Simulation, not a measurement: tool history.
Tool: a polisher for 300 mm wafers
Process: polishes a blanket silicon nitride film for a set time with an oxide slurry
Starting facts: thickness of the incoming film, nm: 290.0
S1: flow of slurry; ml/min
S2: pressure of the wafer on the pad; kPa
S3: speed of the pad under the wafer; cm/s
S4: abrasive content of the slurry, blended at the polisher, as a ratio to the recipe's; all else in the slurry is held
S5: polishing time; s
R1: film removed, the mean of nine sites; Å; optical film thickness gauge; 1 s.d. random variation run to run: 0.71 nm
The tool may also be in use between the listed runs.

run,day,S1,S2,S3,S4,S5,R1
1,0,235,26.9,96,1,83,605.56
2,0.075,235,26.2,96,1,83,604.77
3,0.217,235,26.2,96,0.8,83,541.13
4,0.288,235,25.5,96,0.8,83,545.52
5,0.471,235,25.5,96,1,83,588.43
6,0.638,235,25.5,96,1.15,83,624.97
7,0.875,235,24.1,96,1.15,83,591.25
8,1.042,235,23.4,96,1.15,83,570.58

Run 9 comes next. What will it give?
9,1.204,235,19.3,94,1.15,83,?

R1: 467.43 Å

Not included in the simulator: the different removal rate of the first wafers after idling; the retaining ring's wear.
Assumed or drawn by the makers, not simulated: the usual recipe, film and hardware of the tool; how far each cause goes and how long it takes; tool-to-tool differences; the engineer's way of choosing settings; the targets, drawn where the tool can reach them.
